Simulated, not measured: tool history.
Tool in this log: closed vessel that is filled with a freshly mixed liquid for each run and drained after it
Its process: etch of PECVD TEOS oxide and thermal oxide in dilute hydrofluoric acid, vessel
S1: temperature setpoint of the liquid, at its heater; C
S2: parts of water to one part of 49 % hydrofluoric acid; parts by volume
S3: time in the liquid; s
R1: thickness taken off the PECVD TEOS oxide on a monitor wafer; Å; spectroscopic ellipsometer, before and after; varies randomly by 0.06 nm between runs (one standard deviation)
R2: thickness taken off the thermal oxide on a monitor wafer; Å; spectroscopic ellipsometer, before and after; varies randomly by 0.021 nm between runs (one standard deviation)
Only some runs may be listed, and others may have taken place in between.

run,day,S1,S2,S3,R1,R2
1,0.000,25.0,255,265,114.870,39.577
2,0.233,25.0,310,265,89.922,30.620
3,0.462,27.0,305,265,98.248,33.216
4,0.817,24.5,305,265,89.525,30.870
5,1.108,26.5,295,265,100.950,34.159
6,1.167,27.5,285,265,109.360,36.889
7,1.392,28.5,280,265,115.780,39.646
8,1.700,29.5,280,265,118.940,40.358

The next listed run, before its measurement:
9,2.062,30.5,280,265,?,?

{"run 9": {"R1": 122.83, "R2": 41.492}}
